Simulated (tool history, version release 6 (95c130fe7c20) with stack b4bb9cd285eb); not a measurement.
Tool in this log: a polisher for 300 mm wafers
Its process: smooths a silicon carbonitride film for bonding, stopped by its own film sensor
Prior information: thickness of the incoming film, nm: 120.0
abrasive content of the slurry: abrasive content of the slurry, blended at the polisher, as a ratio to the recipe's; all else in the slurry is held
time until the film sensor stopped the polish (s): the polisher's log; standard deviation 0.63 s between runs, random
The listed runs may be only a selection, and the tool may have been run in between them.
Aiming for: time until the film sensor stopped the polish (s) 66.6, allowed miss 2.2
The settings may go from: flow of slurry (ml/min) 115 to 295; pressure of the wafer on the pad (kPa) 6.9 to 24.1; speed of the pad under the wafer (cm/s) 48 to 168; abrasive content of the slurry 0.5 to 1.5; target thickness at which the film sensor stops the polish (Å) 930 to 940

run  hour  flow of slurry (ml/min)  pressure of the wafer on the pad (kPa)  speed of the pad under the wafer (cm/s)  abrasive content of the slurry  target thickness at which the film sensor stops the polish (Å)  time until the film sensor stopped the polish (s)
  1     0                      190                                    15.2                                      108                               1                                                             940                                             102.95
  2   7.5                      210                                    15.2                                      108                               1                                                             940                                             100.33
  3   8.8                      210                                    15.2                                      108                               1                                                             930                                             105.28
  4   9.6                      210                                    15.2                                      108                               1                                                             930                                              105.9
  5  13.4                      220                                    17.2                                      108                               1                                                             930                                             94.385
  6  19.6                      220                                    19.3                                      108                               1                                                             930                                             84.689
  7  27.6                      230                                    23.4                                      110                               1                                                             930                                             70.845
  8  34.7                      230                                    23.4                                      112                               1                                                             930                                             69.741

Exactly one of the 5 candidate moves below puts every result within its allowed miss. Which one?
  A  41.8                      220                                    20.7                                      130                            1.15                                                             930                                                  ?
  B  41.8                      260                                    24.1                                      108                            0.95                                                             930                                                  ?
  C  41.8                      235                                    22.8                                      112                            0.95                                                             940                                                  ?
  D  41.8                      235                                    22.1                                      106                             1.1                                                             930                                                  ?
  E  41.8                      215                                    22.8                                      136                               1                                                             940                                                  ?

move  time until the film sensor stopped the polish (s)
   A                                             67.518
   B                                             71.866
   C                                             72.607
   D                                             72.293
   E                                             64.005
A: all results in spec
B: lands further from the targets than the last run did
C: lands further from the targets than the last run did
D: lands further from the targets than the last run did
E: takes the biggest miss from the last run beyond its target
Move A is the one to make.

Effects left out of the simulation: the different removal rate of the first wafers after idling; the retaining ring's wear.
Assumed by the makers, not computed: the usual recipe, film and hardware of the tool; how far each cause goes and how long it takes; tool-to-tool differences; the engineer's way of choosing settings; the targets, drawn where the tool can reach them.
